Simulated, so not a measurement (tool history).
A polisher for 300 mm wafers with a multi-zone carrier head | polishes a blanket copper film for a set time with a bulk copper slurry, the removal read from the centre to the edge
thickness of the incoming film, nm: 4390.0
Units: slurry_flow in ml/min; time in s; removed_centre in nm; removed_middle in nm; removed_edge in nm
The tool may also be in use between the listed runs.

run    day  slurry_flow  centre_zone  middle_zone  edge_zone  slurry_solids  time  removed_centre  removed_middle  removed_edge
  1      0          265            1            1          1              1    87          709.73          715.52        707.08
  2  0.108          295            1            1          1              1    87          716.18          708.67        698.42
  3  0.233          295            1            1          1           0.85    87          693.03           662.4        668.85
  4    0.6          300         0.99         0.99       0.99            0.8    85           662.4          657.27         633.9
  5  0.846          300         0.99         0.98       1.01           0.75    82           627.4          590.83        615.42
  6  1.208          300         0.99         0.98       1.01            0.6    82          576.26          548.98        573.37
  7  1.425          300         0.99         0.98       1.01            0.6    82          571.38          559.12        569.57
  8    1.5          300         0.99         0.97       1.01            0.6    81           568.8          551.59        562.51
  9  1.704          245         0.95         0.87       0.97            0.5    67          410.53           377.6        416.52
 10  1.817          255         0.95         0.87       0.98            0.5    67          412.68          378.72        423.47
 11  1.875          330         1.02          0.9       1.07            0.6    67          493.91          436.69        485.17
 12  2.154          325         1.02          0.9       1.07            0.6    67          484.96          423.53        475.63

Run 13 comes next. What will it give?
 13  2.217          320         1.02          0.9       1.07            0.6    67               ?               ?             ?

{"run 13": {"removed_centre": 488.5, "removed_middle": 428.37, "removed_edge": 491.7}}

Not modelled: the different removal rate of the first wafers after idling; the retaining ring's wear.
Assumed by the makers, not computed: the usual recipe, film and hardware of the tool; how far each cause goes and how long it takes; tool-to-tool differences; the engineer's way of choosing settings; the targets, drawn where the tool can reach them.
